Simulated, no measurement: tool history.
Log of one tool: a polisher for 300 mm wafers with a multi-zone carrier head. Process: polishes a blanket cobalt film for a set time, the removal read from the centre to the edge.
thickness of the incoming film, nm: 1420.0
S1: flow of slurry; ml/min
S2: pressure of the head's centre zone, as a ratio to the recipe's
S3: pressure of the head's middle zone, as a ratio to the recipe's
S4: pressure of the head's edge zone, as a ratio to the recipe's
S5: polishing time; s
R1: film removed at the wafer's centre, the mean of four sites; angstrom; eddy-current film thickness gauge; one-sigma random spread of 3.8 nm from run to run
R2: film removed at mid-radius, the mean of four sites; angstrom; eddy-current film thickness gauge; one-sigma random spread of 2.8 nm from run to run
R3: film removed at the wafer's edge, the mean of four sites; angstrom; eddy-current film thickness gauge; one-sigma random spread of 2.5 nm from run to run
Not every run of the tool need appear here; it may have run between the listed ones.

run	day	S1	S2	S3	S4	S5	R1	R2	R3
1	0	205	1	1	1	55	2184.2	2259.1	2148.9
2	0.238	210	0.99	1.02	1.03	57	2264	2372.1	2273.8
3	0.338	210	0.99	1.02	1.03	70	2821.2	2937.4	2788.5
4	0.542	240	0.99	1.02	1.03	70	2936.2	2994.5	2788.1
5	0.671	240	0.99	1.02	1.11	70	2785.2	2994.1	2903.5
6	0.812	205	0.99	1.02	1.11	70	2804	2920.9	2853.5
7	1.104	210	0.98	1.03	1.12	70	2766.6	2945.9	2912.4

Run 8 is up next; what results do you expect?
8	1.262	215	0.97	1.04	1.12	70	?	?	?

{"run 8": {"R1": 2778, "R2": 2982.6, "R3": 2857}}
